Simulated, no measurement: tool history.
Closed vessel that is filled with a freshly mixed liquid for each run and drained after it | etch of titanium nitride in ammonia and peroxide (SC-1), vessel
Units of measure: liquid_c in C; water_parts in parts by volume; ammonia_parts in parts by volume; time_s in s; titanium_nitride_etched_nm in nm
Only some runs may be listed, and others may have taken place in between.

run  hour  liquid_c  water_parts  ammonia_parts  time_s  titanium_nitride_etched_nm
  1     0        53         20.5           0.45     265                      9.3456
  2   4.3        53         20.5           0.35     265                      9.1112
  3  11.4        53         20.5            0.4     265                      9.2908
  4  19.9      51.5         20.5            0.4     265                      8.4586
  5  22.9      51.5         24.5            0.4     265                      7.3551
     31.6  -- new drum of ammonia solution connected
  6  31.6      50.5         24.5            0.4     265                      7.1236
  7  38.1      49.5         24.5            0.4     265                      6.6854

The next listed run, before its measurement:
  8  43.7        42         24.5            0.4     265                           ?

titanium_nitride_etched_nm: 3.8723 nm
